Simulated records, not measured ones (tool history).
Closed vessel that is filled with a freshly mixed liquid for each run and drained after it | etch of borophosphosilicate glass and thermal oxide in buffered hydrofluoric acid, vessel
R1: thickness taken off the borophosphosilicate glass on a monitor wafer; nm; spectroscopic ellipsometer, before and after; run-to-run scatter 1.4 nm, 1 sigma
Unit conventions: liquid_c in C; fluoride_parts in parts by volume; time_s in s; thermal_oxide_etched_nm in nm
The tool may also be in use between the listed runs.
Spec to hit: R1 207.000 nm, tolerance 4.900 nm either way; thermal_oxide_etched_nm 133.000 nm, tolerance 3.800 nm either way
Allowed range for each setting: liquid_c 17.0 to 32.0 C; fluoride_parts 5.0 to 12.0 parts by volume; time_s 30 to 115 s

{"run": 1, "hour": 0.0, "liquid_c": 24.0, "fluoride_parts": 7.0, "time_s": 60, "R1": 151.62, "thermal_oxide_etched_nm": 98.593}
{"run": 2, "hour": 4.9, "liquid_c": 24.0, "fluoride_parts": 8.5, "time_s": 60, "R1": 123.57, "thermal_oxide_etched_nm": 79.294}
{"run": 3, "hour": 12.1, "liquid_c": 22.0, "fluoride_parts": 8.5, "time_s": 60, "R1": 109.19, "thermal_oxide_etched_nm": 70.809}
{"run": 4, "hour": 17.1, "liquid_c": 22.0, "fluoride_parts": 10.0, "time_s": 60, "R1": 96.518, "thermal_oxide_etched_nm": 62.14}
{"run": 5, "hour": 21.0, "liquid_c": 25.5, "fluoride_parts": 9.0, "time_s": 60, "R1": 125.73, "thermal_oxide_etched_nm": 80.132}
{"run": 6, "hour": 26.8, "liquid_c": 27.5, "fluoride_parts": 8.5, "time_s": 60, "R1": 149.7, "thermal_oxide_etched_nm": 95.698}
{"run": 7, "hour": 34.0, "liquid_c": 29.0, "fluoride_parts": 8.0, "time_s": 60, "R1": 170.27, "thermal_oxide_etched_nm": 111.67}
{"run": 8, "hour": 38.5, "liquid_c": 30.0, "fluoride_parts": 8.0, "time_s": 60, "R1": 180.42, "thermal_oxide_etched_nm": 117.05}
{"run": 9, "hour": 39.7, "liquid_c": 30.5, "fluoride_parts": 8.0, "time_s": 60, "R1": 184.62, "thermal_oxide_etched_nm": 118.73}
{"run": 10, "hour": 49.0, "liquid_c": 31.0, "fluoride_parts": 8.0, "time_s": 60, "R1": 188.67, "thermal_oxide_etched_nm": 122.93}
{"run": 11, "hour": 50.9, "liquid_c": 31.5, "fluoride_parts": 8.0, "time_s": 60, "R1": 193.57, "thermal_oxide_etched_nm": 125.4}
{"run": 12, "hour": 53.9, "liquid_c": 32.0, "fluoride_parts": 8.0, "time_s": 60, "R1": 199.81, "thermal_oxide_etched_nm": 130.73}
{"run": 13, "hour": 61.0, "liquid_c": 32.0, "fluoride_parts": 7.5, "time_s": 60, "R1": 211.99, "thermal_oxide_etched_nm": 140.61}

4 candidate next runs follow, results not yet known. Just one meets every target within its allowed miss. Identify it.
{"run": "A", "hour": 68.1, "liquid_c": 32.0, "fluoride_parts": 12.0, "time_s": 90, "R1": "?", "thermal_oxide_etched_nm": "?"}
{"run": "B", "hour": 68.1, "liquid_c": 31.5, "fluoride_parts": 8.0, "time_s": 60, "R1": "?", "thermal_oxide_etched_nm": "?"}
{"run": "C", "hour": 68.1, "liquid_c": 30.0, "fluoride_parts": 7.5, "time_s": 60, "R1": "?", "thermal_oxide_etched_nm": "?"}
{"run": "D", "hour": 68.1, "liquid_c": 31.0, "fluoride_parts": 5.0, "time_s": 40, "R1": "?", "thermal_oxide_etched_nm": "?"}

move=A R1=204.900 thermal_oxide_etched_nm=135.200
move=B R1=193.470 thermal_oxide_etched_nm=127.270
move=C R1=192.120 thermal_oxide_etched_nm=126.200
move=D R1=195.020 thermal_oxide_etched_nm=127.240
A: all results in spec
B: takes the result that was furthest off past its target
C: takes the result that was furthest off past its target
D: takes the result that was furthest off past its target
A meets every target.
